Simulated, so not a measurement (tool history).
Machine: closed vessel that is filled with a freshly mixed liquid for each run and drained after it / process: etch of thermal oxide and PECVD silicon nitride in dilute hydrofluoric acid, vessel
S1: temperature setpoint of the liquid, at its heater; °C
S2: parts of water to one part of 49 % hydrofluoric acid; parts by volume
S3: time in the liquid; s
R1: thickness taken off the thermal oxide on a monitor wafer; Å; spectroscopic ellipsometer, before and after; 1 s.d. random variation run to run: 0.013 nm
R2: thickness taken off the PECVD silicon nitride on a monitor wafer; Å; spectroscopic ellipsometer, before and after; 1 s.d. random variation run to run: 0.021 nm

run  hour    S1   S2   S3      R1      R2
  1   0.0  23.0  250  360  49.702  64.504
  2   1.7  23.0  250  300  41.284  54.160
  3   5.8  20.0  250  300  36.860  44.485
  4  11.2  20.0  250  365  44.746  54.447
  5  18.3  19.5  290  370  36.823  46.147
     26.2  -- thermometer replaced
  6  26.2  19.0  320  370  33.895  44.856
  7  33.8  18.5  335  350  29.729  38.742
  8  36.8  18.5  435  360  21.654  31.765
  9  45.3  18.5  435  360  21.797  30.974
 10  54.2  18.0  440  360  21.126  30.608

The next listed run, before its measurement:
 11  58.1  18.0  440  355   ?   ?

{"run 11": {"R1": 20.718, "R2": 29.625}}

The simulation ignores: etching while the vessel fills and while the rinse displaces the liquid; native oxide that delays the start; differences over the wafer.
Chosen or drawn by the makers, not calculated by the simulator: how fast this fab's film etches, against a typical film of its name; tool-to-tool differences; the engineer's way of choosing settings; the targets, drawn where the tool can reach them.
